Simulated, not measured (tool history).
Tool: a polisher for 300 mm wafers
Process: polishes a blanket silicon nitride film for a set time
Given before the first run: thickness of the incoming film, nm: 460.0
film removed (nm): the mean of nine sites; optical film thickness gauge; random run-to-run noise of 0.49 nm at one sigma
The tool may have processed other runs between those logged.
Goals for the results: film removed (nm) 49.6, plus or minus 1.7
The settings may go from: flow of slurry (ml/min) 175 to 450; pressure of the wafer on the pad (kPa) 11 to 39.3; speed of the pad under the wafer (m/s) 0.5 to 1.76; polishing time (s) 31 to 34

run,hour,flow of slurry (ml/min),pressure of the wafer on the pad (kPa),speed of the pad under the wafer (m/s),polishing time (s),film removed (nm)
1,0,290,24.8,1.12,34,64.876
2,8.8,290,24.8,1.12,31,57.834
3,12.4,290,23.4,1.12,31,55.852
4,16.4,335,23.4,1.12,31,56.532
5,22.1,335,28.3,1.12,31,66.83
6,28.2,335,28.3,1.12,31,65.876
7,30.1,335,26.2,1.12,31,62.632
8,34.4,335,24.1,1.12,31,57.519
9,38.2,335,22.8,1.12,31,55.813
10,47,335,18.6,1.12,31,46.584

Which single option among these 5 for the next run brings every result within its allowed miss of target? Just one does.
A,55.8,250,25.5,0.82,31,?
B,55.8,395,19.3,1.04,31,?
C,55.8,450,22.1,0.88,34,?
D,55.8,315,15.9,1.2,34,?
E,55.8,325,17.9,1.16,31,?

move,film removed (nm)
A,46.425
B,45.786
C,49.616
D,47.078
E,46.322
A: its largest miss is bigger than the last run's
B: its largest miss is bigger than the last run's
C: every result within its allowed miss
D: gains on the last run, yet a result remains outside its allowed miss
E: its largest miss is bigger than the last run's
C meets every target.

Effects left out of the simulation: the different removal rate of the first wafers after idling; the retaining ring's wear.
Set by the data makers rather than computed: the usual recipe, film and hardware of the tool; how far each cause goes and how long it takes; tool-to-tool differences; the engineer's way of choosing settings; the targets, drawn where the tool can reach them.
